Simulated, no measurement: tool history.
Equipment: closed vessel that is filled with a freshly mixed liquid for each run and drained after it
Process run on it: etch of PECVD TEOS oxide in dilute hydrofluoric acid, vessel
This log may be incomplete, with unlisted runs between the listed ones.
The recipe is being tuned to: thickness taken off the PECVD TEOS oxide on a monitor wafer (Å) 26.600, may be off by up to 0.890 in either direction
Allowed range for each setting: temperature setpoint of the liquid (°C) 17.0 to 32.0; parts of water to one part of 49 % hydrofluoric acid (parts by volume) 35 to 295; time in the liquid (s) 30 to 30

| run | hour | temperature setpoint of the liquid (°C) | parts of water to one part of 49 % hydrofluoric acid (parts by volume) | time in the liquid (s) | thickness taken off the PECVD TEOS oxide on a monitor wafer (Å) |
|---|---|---|---|---|---|
| 1 | 0.0 | 24.0 | 165 | 30 | 42.590 |
| 2 | 4.5 | 24.0 | 165 | 30 | 42.735 |
| 3 | 6.5 | 27.0 | 165 | 30 | 47.028 |
| 4 | 8.7 | 24.5 | 175 | 30 | 40.565 |
| 5 | 9.9 | 27.5 | 175 | 30 | 45.380 |
| 6 | 15.4 | 27.5 | 175 | 30 | 44.887 |
| 7 | 22.1 | 23.5 | 205 | 30 | 31.925 |
| 8 | 27.9 | 22.5 | 205 | 30 | 30.669 |
| 9 | 30.7 | 18.5 | 210 | 30 | 25.595 |

Consider the 4 candidate settings below. Which is the only one whose results all fall within their allowed miss of target?
| A | 33.5 | 21.0 | 205 | 30 | ? |
| B | 33.5 | 17.5 | 210 | 30 | ? |
| C | 33.5 | 19.0 | 205 | 30 | ? |
| D | 33.5 | 18.5 | 220 | 30 | ? |

| move | thickness taken off the PECVD TEOS oxide on a monitor wafer (Å) |
|---|---|
| A | 29.000 |
| B | 24.600 |
| C | 26.851 |
| D | 24.195 |
A: takes the result that was furthest off past its target
B: the biggest miss grows against the last run
C: hits every target within its allowed miss
D: the biggest miss grows against the last run
Move C is the one to make.
